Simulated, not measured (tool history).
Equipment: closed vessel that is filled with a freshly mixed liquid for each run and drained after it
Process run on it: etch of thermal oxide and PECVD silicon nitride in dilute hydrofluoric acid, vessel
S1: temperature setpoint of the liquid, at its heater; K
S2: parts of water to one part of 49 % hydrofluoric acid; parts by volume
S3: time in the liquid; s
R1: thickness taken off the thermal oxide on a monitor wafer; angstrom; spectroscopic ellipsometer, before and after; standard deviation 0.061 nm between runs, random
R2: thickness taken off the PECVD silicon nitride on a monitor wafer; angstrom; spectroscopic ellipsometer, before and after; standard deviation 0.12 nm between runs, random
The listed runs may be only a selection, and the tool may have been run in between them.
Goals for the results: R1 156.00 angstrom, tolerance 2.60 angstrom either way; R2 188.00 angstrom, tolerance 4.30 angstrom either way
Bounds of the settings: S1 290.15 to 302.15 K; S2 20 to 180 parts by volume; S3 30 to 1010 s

Run 1, day 0.000: S1 294.15 K, S2 100 parts by volume, S3 515 s. Result: R1 211.23 angstrom, R2 222.89 angstrom.
Run 2, day 0.029: S1 294.15 K, S2 85 parts by volume, S3 515 s. Result: R1 254.21 angstrom, R2 254.83 angstrom.
Run 3, day 0.150: S1 296.15 K, S2 85 parts by volume, S3 515 s. Result: R1 273.35 angstrom, R2 292.88 angstrom.
Run 4, day 0.188: S1 296.15 K, S2 85 parts by volume, S3 390 s. Result: R1 206.59 angstrom, R2 223.76 angstrom.
Run 5, day 0.492: S1 296.15 K, S2 90 parts by volume, S3 395 s. Result: R1 198.37 angstrom, R2 214.74 angstrom.
Run 6, day 0.792: S1 296.15 K, S2 90 parts by volume, S3 525 s. Result: R1 261.34 angstrom, R2 286.36 angstrom.
Run 7, day 0.979: S1 296.15 K, S2 90 parts by volume, S3 525 s. Result: R1 262.29 angstrom, R2 284.82 angstrom.
Run 8, day 1.121: S1 297.15 K, S2 130 parts by volume, S3 575 s. Result: R1 197.79 angstrom, R2 230.49 angstrom.
Run 9, day 1.346: S1 297.15 K, S2 135 parts by volume, S3 580 s. Result: R1 190.40 angstrom, R2 225.42 angstrom.
Run 10, day 1.454: S1 297.15 K, S2 140 parts by volume, S3 585 s. Result: R1 184.48 angstrom, R2 219.77 angstrom.
Run 11, day 1.671: S1 296.65 K, S2 160 parts by volume, S3 605 s. Result: R1 160.65 angstrom, R2 190.65 angstrom.

Which one of the following 4 next-run settings gets every result inside its allowed miss? There is exactly one.
Run A, day 1.888: S1 295.15 K, S2 160 parts by volume, S3 675 s. Result: R1 ?, R2 ?.
Run B, day 1.888: S1 295.15 K, S2 165 parts by volume, S3 690 s. Result: R1 ?, R2 ?.
Run C, day 1.888: S1 297.15 K, S2 150 parts by volume, S3 535 s. Result: R1 ?, R2 ?.
Run D, day 1.888: S1 296.65 K, S2 150 parts by volume, S3 575 s. Result: R1 ?, R2 ?.

move      R1      R2
   A  167.77  192.02
   B  165.41  190.45
   C  154.89  184.69
   D  163.31  192.18
A: its largest miss is bigger than the last run's
B: its largest miss is bigger than the last run's
C: hits every target within its allowed miss
D: its largest miss is bigger than the last run's
So the answer is move C, the one that meets all the targets.

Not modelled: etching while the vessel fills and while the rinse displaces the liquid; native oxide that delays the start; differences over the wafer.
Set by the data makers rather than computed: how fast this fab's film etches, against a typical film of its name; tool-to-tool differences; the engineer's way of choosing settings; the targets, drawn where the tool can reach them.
